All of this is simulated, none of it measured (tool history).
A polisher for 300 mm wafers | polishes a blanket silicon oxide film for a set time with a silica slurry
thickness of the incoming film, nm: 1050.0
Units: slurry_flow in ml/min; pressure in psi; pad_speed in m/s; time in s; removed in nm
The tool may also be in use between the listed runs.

run    day  slurry_flow  pressure  pad_speed  slurry_solids  time  removed
  1  0.000          265       5.2       1.56            1.0    39   195.34
  2  0.154          265       4.8       1.54            1.0    39   175.66
  3  0.471          310       4.8       1.54            1.0    39   179.48
  4  0.738          310       4.8       1.40            1.0    39   171.38
  5  1.038          310       4.5       1.40            1.0    39   159.51
  6  1.367          310       4.5       1.40            1.0    36   142.97

Run 7 comes next. What will it give?
  7  1.700          310       4.4       1.40            1.0    36        ?

{"run 7": {"removed": 142.29}}
